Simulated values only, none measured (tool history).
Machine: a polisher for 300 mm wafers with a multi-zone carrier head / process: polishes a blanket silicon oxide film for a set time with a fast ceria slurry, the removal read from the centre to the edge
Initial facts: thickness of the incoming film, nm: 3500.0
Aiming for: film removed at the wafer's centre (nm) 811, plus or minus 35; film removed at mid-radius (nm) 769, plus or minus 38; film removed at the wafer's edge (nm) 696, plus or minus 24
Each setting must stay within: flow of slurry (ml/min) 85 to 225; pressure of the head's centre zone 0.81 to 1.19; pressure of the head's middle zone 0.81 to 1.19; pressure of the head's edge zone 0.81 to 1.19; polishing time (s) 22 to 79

run,hour,flow of slurry (ml/min),pressure of the head's centre zone,pressure of the head's middle zone,pressure of the head's edge zone,polishing time (s),film removed at the wafer's centre (nm),film removed at mid-radius (nm),film removed at the wafer's edge (nm)
1,0,145,1,1,1,50,701.56,627.95,636.74
2,6.6,155,1.01,1.03,1.01,50,719.96,655.62,651.23
3,14.8,165,1.02,1.05,1.01,50,741.61,669.07,645.73
4,23.7,165,1.02,0.98,1.01,50,732.5,635.68,655.65
5,28.3,170,1.02,1.01,1.01,50,729.81,647.09,652.66
# hour 31.1: centre zone pressure recalibrated
6,31.1,170,1.03,1.04,1.02,51,687.38,682.17,673.43
7,33.6,170,1.03,1.05,1,52,686.88,706.75,670.21
8,35.5,150,0.98,1.07,1.02,53,672.07,708.59,687.04

Exercise: of the 5 proposed moves below, exactly one satisfies all targets within the stated allowed misses. Which move is it?
A,37.4,145,0.94,1.14,1,53,?,?,?
B,37.4,165,0.94,1.12,1.06,51,?,?,?
C,37.4,155,1.1,1.06,0.9,57,?,?,?
D,37.4,165,0.97,1.17,1,53,?,?,?
E,37.4,170,1.01,1.19,0.93,56,?,?,?

move,film removed at the wafer's centre (nm),film removed at mid-radius (nm),film removed at the wafer's edge (nm)
A,629.91,747.6,671.76
B,618.81,721.69,674.2
C,801.97,762.28,693.04
D,664,778.68,680.48
E,734.22,838.25,696.52
A: moves away from the targets compared with the last run
B: moves away from the targets compared with the last run
C: every result within its allowed miss
D: moves away from the targets compared with the last run
E: closes in on the targets versus the last run, not all within tolerance yet
Go with C: it meets all targets.
